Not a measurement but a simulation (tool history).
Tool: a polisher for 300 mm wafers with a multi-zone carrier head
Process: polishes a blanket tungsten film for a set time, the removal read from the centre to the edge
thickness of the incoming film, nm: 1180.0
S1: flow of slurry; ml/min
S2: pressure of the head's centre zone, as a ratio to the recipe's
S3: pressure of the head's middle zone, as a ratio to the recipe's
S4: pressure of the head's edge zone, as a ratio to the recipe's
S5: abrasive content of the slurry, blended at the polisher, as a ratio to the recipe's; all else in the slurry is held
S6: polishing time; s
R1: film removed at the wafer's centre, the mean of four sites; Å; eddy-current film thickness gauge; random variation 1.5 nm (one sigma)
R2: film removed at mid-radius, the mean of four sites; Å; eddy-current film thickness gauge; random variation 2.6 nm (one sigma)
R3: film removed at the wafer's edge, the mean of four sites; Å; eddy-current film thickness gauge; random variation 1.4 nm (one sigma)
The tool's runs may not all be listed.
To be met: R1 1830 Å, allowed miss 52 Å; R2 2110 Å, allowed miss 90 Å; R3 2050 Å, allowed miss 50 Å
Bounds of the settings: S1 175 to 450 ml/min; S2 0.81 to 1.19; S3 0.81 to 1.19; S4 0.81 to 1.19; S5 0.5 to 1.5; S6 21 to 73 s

{"run": 1, "hour": 0.0, "S1": 290, "S2": 1, "S3": 1, "S4": 1, "S5": 1, "S6": 47, "R1": 2491.2, "R2": 2479, "R3": 2548.9}
{"run": 2, "hour": 8.0, "S1": 290, "S2": 1, "S3": 1, "S4": 1, "S5": 0.9, "S6": 47, "R1": 2407.3, "R2": 2397.1, "R3": 2519.9}
{"run": 3, "hour": 11.0, "S1": 290, "S2": 0.98, "S3": 1.01, "S4": 0.96, "S5": 0.8, "S6": 46, "R1": 2288.5, "R2": 2324.4, "R3": 2376.3}
{"run": 4, "hour": 14.2, "S1": 290, "S2": 0.93, "S3": 1.01, "S4": 0.96, "S5": 0.8, "S6": 46, "R1": 2173.5, "R2": 2298.9, "R3": 2369.4}
{"hour": 22.1, "done": "slurry nozzle cleaned"}
{"run": 5, "hour": 22.1, "S1": 290, "S2": 0.89, "S3": 1.01, "S4": 0.96, "S5": 0.8, "S6": 46, "R1": 2229.1, "R2": 2563.6, "R3": 2464.5}
{"run": 6, "hour": 25.3, "S1": 290, "S2": 0.89, "S3": 1.01, "S4": 0.88, "S5": 0.8, "S6": 46, "R1": 2230.4, "R2": 2485.4, "R3": 2412.2}
{"run": 7, "hour": 34.0, "S1": 280, "S2": 0.88, "S3": 1.01, "S4": 0.88, "S5": 0.75, "S6": 45, "R1": 2103.5, "R2": 2362.1, "R3": 2321.9}
{"run": 8, "hour": 36.3, "S1": 270, "S2": 0.88, "S3": 1.02, "S4": 0.87, "S5": 0.7, "S6": 45, "R1": 2106.6, "R2": 2336, "R3": 2266.2}
{"run": 9, "hour": 41.5, "S1": 265, "S2": 0.87, "S3": 1.02, "S4": 0.87, "S5": 0.65, "S6": 44, "R1": 1970.7, "R2": 2298.5, "R3": 2170.8}
{"run": 10, "hour": 48.6, "S1": 255, "S2": 0.87, "S3": 1.01, "S4": 0.87, "S5": 0.65, "S6": 44, "R1": 1966.9, "R2": 2294.7, "R3": 2169.5}

Which of these 4 next moves meets every target?
{"run": "A", "hour": 55.7, "S1": 245, "S2": 0.84, "S3": 0.97, "S4": 0.81, "S5": 0.8, "S6": 41, "R1": "?", "R2": "?", "R3": "?"}
{"run": "B", "hour": 55.7, "S1": 215, "S2": 0.81, "S3": 1.06, "S4": 0.91, "S5": 0.7, "S6": 43, "R1": "?", "R2": "?", "R3": "?"}
{"run": "C", "hour": 55.7, "S1": 205, "S2": 0.81, "S3": 1.07, "S4": 0.94, "S5": 0.6, "S6": 44, "R1": "?", "R2": "?", "R3": "?"}
{"run": "D", "hour": 55.7, "S1": 220, "S2": 0.81, "S3": 1.16, "S4": 0.91, "S5": 0.6, "S6": 42, "R1": "?", "R2": "?", "R3": "?"}

move=A R1=1825.3 R2=2123.9 R3=2047.7
move=B R1=1765.1 R2=2300.5 R3=2167.9
move=C R1=1744.1 R2=2293.4 R3=2178.5
move=D R1=1687.1 R2=2372.9 R3=2065.1
A: meets every target
B: takes the result that was furthest off past its target
C: takes the result that was furthest off past its target
D: takes the result that was furthest off past its target
The right move is A.
